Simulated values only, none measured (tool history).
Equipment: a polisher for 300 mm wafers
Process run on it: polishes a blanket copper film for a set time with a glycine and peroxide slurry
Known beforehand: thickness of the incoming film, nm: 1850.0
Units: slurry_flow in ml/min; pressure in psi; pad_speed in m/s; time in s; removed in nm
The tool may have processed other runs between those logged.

| run | hour | slurry_flow | pressure | pad_speed | time | removed |
|---|---|---|---|---|---|---|
| 1 | 0 | 300 | 2.8 | 1 | 35 | 168.86 |
| 2 | 4.5 | 300 | 2.8 | 1.18 | 35 | 192.05 |
| 3 | 5.6 | 255 | 2.8 | 1.18 | 35 | 188.15 |
| 4 | 9.8 | 255 | 2.5 | 1.18 | 35 | 179.1 |
| 5 | 11.2 | 255 | 2.3 | 1.1 | 34 | 149.72 |
| 6 | 18.9 | 255 | 2.1 | 1.08 | 34 | 138.73 |
| 7 | 23.1 | 255 | 1.9 | 1.06 | 34 | 127.03 |
| 8 | 25.3 | 255 | 1.8 | 1.06 | 34 | 120.57 |

What does the tool deliver on the next run?
| 9 | 28.8 | 255 | 1.7 | 1.06 | 34 | ? |

{"run 9": {"removed": 112.1}}

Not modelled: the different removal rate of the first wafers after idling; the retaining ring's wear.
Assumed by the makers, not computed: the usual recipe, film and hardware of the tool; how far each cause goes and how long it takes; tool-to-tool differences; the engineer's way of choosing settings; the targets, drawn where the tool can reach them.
